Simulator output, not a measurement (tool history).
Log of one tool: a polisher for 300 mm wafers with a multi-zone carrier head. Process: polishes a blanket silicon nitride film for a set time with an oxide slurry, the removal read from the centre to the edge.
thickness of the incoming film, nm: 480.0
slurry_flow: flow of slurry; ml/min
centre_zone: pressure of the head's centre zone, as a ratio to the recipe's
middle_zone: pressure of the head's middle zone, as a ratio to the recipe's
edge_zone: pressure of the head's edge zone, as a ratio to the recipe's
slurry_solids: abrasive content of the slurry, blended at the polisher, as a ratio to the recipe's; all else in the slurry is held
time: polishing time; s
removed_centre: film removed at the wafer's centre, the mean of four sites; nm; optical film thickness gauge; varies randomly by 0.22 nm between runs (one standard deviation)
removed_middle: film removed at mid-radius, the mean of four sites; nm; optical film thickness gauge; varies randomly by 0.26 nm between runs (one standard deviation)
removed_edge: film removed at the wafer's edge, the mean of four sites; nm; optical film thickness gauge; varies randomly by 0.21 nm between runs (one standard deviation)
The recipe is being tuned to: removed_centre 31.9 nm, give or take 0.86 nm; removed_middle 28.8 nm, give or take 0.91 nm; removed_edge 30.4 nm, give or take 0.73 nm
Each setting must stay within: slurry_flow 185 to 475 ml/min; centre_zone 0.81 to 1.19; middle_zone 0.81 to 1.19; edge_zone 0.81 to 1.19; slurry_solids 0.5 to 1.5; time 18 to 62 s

run 1 hour=0 | slurry_flow=305 centre_zone=1 middle_zone=1 edge_zone=1 slurry_solids=1 time=40 | removed_centre=34.225 removed_middle=33.602 removed_edge=32.184
run 2 hour=0.8 | slurry_flow=295 centre_zone=0.99 middle_zone=0.97 edge_zone=0.99 slurry_solids=1 time=40 | removed_centre=33.409 removed_middle=32.567 removed_edge=32.155
run 3 hour=9.8 | slurry_flow=340 centre_zone=0.99 middle_zone=0.97 edge_zone=0.99 slurry_solids=1 time=40 | removed_centre=34.288 removed_middle=33.291 removed_edge=32.419
run 4 hour=18.2 | slurry_flow=340 centre_zone=0.99 middle_zone=0.97 edge_zone=0.99 slurry_solids=0.9 time=40 | removed_centre=31.956 removed_middle=30.525 removed_edge=30.125
run 5 hour=22.3 | slurry_flow=340 centre_zone=0.99 middle_zone=0.96 edge_zone=0.99 slurry_solids=0.9 time=40 | removed_centre=31.697 removed_middle=30.824 removed_edge=30.313
run 6 hour=31.1 | slurry_flow=340 centre_zone=1.08 middle_zone=0.96 edge_zone=0.99 slurry_solids=0.9 time=40 | removed_centre=34.196 removed_middle=30.399 removed_edge=29.94
run 7 hour=35.5 | slurry_flow=335 centre_zone=1.07 middle_zone=0.95 edge_zone=0.99 slurry_solids=0.9 time=40 | removed_centre=34.054 removed_middle=30.293 removed_edge=30.236
run 8 hour=43.7 | slurry_flow=330 centre_zone=1.06 middle_zone=0.94 edge_zone=0.99 slurry_solids=0.9 time=40 | removed_centre=33.925 removed_middle=30.219 removed_edge=30.04
run 9 hour=49.3 | slurry_flow=330 centre_zone=1.05 middle_zone=0.93 edge_zone=1 slurry_solids=0.9 time=40 | removed_centre=33.581 removed_middle=30.063 removed_edge=30.022
run 10 hour=53.6 | slurry_flow=325 centre_zone=1.04 middle_zone=0.91 edge_zone=1.01 slurry_solids=0.9 time=40 | removed_centre=33.48 removed_middle=29.206 removed_edge=30.636
run 11 hour=57.1 | slurry_flow=325 centre_zone=1.03 middle_zone=0.91 edge_zone=1.01 slurry_solids=0.9 time=40 | removed_centre=32.926 removed_middle=29.698 removed_edge=30.889

5 next moves are on the table. One of them brings every result within its allowed miss. Which?
run A hour=60.6 | slurry_flow=260 centre_zone=1.08 middle_zone=0.92 edge_zone=0.91 slurry_solids=1.1 time=38 | removed_centre=? removed_middle=? removed_edge=?
run B hour=60.6 | slurry_flow=330 centre_zone=1.01 middle_zone=0.9 edge_zone=1.02 slurry_solids=0.95 time=38 | removed_centre=? removed_middle=? removed_edge=?
run C hour=60.6 | slurry_flow=305 centre_zone=1.06 middle_zone=0.96 edge_zone=1.03 slurry_solids=0.75 time=46 | removed_centre=? removed_middle=? removed_edge=?
run D hour=60.6 | slurry_flow=365 centre_zone=0.99 middle_zone=0.98 edge_zone=1.05 slurry_solids=0.9 time=39 | removed_centre=? removed_middle=? removed_edge=?
run E hour=60.6 | slurry_flow=365 centre_zone=1.15 middle_zone=0.91 edge_zone=1.13 slurry_solids=0.85 time=38 | removed_centre=? removed_middle=? removed_edge=?

move=A removed_centre=36.517 removed_middle=31.038 removed_edge=30.29
move=B removed_centre=32.161 removed_middle=28.65 removed_edge=29.878
move=C removed_centre=34.061 removed_middle=30.503 removed_edge=30.326
move=D removed_centre=31.533 removed_middle=30.734 removed_edge=30.182
move=E removed_centre=34.298 removed_middle=27.007 removed_edge=29.336
A: lands further from the targets than the last run did
B: all results in spec
C: lands further from the targets than the last run did
D: gets the furthest-off result to its target, but another result is out of tolerance
E: lands further from the targets than the last run did
The right move is B.

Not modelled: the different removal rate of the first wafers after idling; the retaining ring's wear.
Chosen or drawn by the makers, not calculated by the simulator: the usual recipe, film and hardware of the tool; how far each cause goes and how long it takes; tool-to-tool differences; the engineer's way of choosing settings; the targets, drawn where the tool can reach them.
